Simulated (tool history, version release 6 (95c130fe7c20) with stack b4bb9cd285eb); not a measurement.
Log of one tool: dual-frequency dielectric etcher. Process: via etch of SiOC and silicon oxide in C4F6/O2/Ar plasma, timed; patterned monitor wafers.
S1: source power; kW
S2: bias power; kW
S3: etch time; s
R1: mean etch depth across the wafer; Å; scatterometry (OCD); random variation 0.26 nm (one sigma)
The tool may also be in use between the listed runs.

run    day     S1     S2    S3      R1
  1  0.000  0.260  0.201  49.5  505.87
  2  0.288  0.260  0.201  46.0  468.57
  3  0.612  0.280  0.210  46.0  486.27
  4  0.896  0.290  0.225  46.5  505.85
  5  0.971  0.300  0.236  46.5  516.78
  6  1.338  0.280  0.236  46.5  507.19
  7  1.554  0.330  0.274  47.0  562.16

Run 8 comes next. What will it give?
     1.917  -- wet clean of the chamber
  8  1.917  0.350  0.280  47.0   ?

R1: 592.99 Å
